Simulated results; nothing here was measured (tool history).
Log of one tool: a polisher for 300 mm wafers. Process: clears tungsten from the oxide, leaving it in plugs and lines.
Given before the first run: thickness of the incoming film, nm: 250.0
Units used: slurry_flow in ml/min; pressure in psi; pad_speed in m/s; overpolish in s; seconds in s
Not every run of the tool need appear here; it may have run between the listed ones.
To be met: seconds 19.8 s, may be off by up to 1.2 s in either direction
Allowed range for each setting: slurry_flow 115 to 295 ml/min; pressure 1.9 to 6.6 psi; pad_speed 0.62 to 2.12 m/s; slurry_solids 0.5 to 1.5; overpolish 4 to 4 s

run 1 hour=0 | slurry_flow=190 pressure=4.2 pad_speed=1.36 slurry_solids=1 overpolish=4 | seconds=29.612
run 2 hour=3.8 | slurry_flow=190 pressure=3.6 pad_speed=1.36 slurry_solids=1 overpolish=4 | seconds=34.798
run 3 hour=8.9 | slurry_flow=190 pressure=3.6 pad_speed=1.36 slurry_solids=0.8 overpolish=4 | seconds=37.602
run 4 hour=17.6 | slurry_flow=190 pressure=2.9 pad_speed=1.36 slurry_solids=0.8 overpolish=4 | seconds=46.35
run 5 hour=21.6 | slurry_flow=170 pressure=2.9 pad_speed=1.36 slurry_solids=0.8 overpolish=4 | seconds=46.06
run 6 hour=23.7 | slurry_flow=145 pressure=2.9 pad_speed=1.36 slurry_solids=0.8 overpolish=4 | seconds=47.494
run 7 hour=32.2 | slurry_flow=145 pressure=3.2 pad_speed=1.38 slurry_solids=0.8 overpolish=4 | seconds=40.958
run 8 hour=33.4 | slurry_flow=145 pressure=3.5 pad_speed=1.38 slurry_solids=0.8 overpolish=4 | seconds=39.931

4 next moves are on the table. One of them brings every result within its allowed miss. Which?
run A hour=34.6 | slurry_flow=185 pressure=5.2 pad_speed=2.1 slurry_solids=0.85 overpolish=4 | seconds=?
run B hour=34.6 | slurry_flow=130 pressure=5.2 pad_speed=1.86 slurry_solids=0.9 overpolish=4 | seconds=?
run C hour=34.6 | slurry_flow=120 pressure=4.8 pad_speed=1.76 slurry_solids=0.7 overpolish=4 | seconds=?
run D hour=34.6 | slurry_flow=150 pressure=5.7 pad_speed=1.92 slurry_solids=0.8 overpolish=4 | seconds=?

move=A seconds=17.471
move=B seconds=20.169
move=C seconds=24.558
move=D seconds=18.176
A: takes the biggest miss from the last run beyond its target
B: every result lands within tolerance
C: closer than the last run, but not yet in spec
D: takes the biggest miss from the last run beyond its target
B is the move that brings every result within its allowed miss.
